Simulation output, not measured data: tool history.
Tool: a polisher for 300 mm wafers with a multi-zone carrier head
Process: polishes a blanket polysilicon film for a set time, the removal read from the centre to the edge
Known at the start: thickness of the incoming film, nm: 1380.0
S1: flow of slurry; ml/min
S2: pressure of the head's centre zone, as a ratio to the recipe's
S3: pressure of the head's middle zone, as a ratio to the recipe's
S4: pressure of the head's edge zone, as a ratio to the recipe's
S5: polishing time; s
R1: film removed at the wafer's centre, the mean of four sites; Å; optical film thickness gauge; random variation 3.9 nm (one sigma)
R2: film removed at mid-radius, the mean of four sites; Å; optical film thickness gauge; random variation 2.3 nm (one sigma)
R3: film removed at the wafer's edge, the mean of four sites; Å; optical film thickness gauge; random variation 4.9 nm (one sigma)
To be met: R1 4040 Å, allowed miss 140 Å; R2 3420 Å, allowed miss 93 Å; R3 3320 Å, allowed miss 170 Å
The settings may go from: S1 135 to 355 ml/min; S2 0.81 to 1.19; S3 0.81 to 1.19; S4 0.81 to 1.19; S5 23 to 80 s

Run 1, hour 0: S1 225 ml/min, S2 1, S3 1, S4 1, S5 51 s. Result: R1 3919.2 Å, R2 3963.3 Å, R3 3938.3 Å.
Run 2, hour 2.3: S1 225 ml/min, S2 1.05, S3 1, S4 1, S5 51 s. Result: R1 3955.3 Å, R2 4038.2 Å, R3 3719.4 Å.
Run 3, hour 6.1: S1 225 ml/min, S2 1.05, S3 0.94, S4 1, S5 51 s. Result: R1 4093.3 Å, R2 3774.9 Å, R3 3874.5 Å.
Run 4, hour 11.3: S1 220 ml/min, S2 1.07, S3 0.93, S4 0.98, S5 50 s. Result: R1 4014.8 Å, R2 3643.8 Å, R3 3620.2 Å.
Run 5, hour 15.7: S1 220 ml/min, S2 1.07, S3 0.86, S4 0.98, S5 50 s. Result: R1 4027 Å, R2 3433.3 Å, R3 3687.5 Å.
Run 6, hour 21.8: S1 220 ml/min, S2 1.08, S3 0.86, S4 0.97, S5 50 s. Result: R1 4101.3 Å, R2 3423.9 Å, R3 3681.8 Å.
Run 7, hour 29.6: S1 215 ml/min, S2 1.09, S3 0.87, S4 0.96, S5 50 s. Result: R1 4115.6 Å, R2 3451.6 Å, R3 3664.1 Å.
Run 8, hour 35.1: S1 215 ml/min, S2 1.1, S3 0.88, S4 0.95, S5 49 s. Result: R1 3964 Å, R2 3425.4 Å, R3 3562.3 Å.
Run 9, hour 38.7: S1 220 ml/min, S2 1.12, S3 0.88, S4 0.94, S5 49 s. Result: R1 4177.2 Å, R2 3386.4 Å, R3 3490.3 Å.

4 next moves are on the table. One of them brings every result within its allowed miss. Which?
Run A, hour 42.3: S1 250 ml/min, S2 1.17, S3 0.89, S4 0.92, S5 45 s. Result: R1 ?, R2 ?, R3 ?.
Run B, hour 42.3: S1 205 ml/min, S2 1.16, S3 0.93, S4 0.89, S5 47 s. Result: R1 ?, R2 ?, R3 ?.
Run C, hour 42.3: S1 190 ml/min, S2 1.09, S3 0.83, S4 0.92, S5 54 s. Result: R1 ?, R2 ?, R3 ?.
Run D, hour 42.3: S1 215 ml/min, S2 1.04, S3 0.83, S4 0.93, S5 52 s. Result: R1 ?, R2 ?, R3 ?.

move      R1      R2      R3
   A  4057.3  3229.3    3342
   B  4094.3  3416.8  3375.4
   C  4372.3  3538.6  3913.3
   D  4093.8    3464  3833.2
A: brings the result that was furthest off to its target, and leaves another outside
B: meets every target
C: further off than the last run
D: further off than the last run
The right move is B.
